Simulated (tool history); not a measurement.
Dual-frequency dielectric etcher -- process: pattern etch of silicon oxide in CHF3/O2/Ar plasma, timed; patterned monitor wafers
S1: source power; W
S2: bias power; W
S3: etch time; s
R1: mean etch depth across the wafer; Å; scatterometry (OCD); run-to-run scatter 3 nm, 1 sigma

| run | hour | S1 | S2 | S3 | R1 |
|---|---|---|---|---|---|
| 1 | 0.0 | 460 | 234 | 629.0 | 11967 |
| 2 | 8.7 | 460 | 248 | 629.0 | 12179 |
| 3 | 13.2 | 460 | 248 | 629.0 | 12261 |
| 4 | 16.4 | 420 | 243 | 629.0 | 11742 |
| 5 | 22.4 | 420 | 206 | 629.0 | 11085 |
| 6 | 23.3 | 400 | 205 | 629.0 | 10901 |
| 7 | 30.5 | 380 | 204 | 629.0 | 10609 |

Run 8 has not been measured yet. What should we expect?
| 8 | 38.9 | 370 | 204 | 629.0 | ? |

{"run 8": {"R1": 10567}}

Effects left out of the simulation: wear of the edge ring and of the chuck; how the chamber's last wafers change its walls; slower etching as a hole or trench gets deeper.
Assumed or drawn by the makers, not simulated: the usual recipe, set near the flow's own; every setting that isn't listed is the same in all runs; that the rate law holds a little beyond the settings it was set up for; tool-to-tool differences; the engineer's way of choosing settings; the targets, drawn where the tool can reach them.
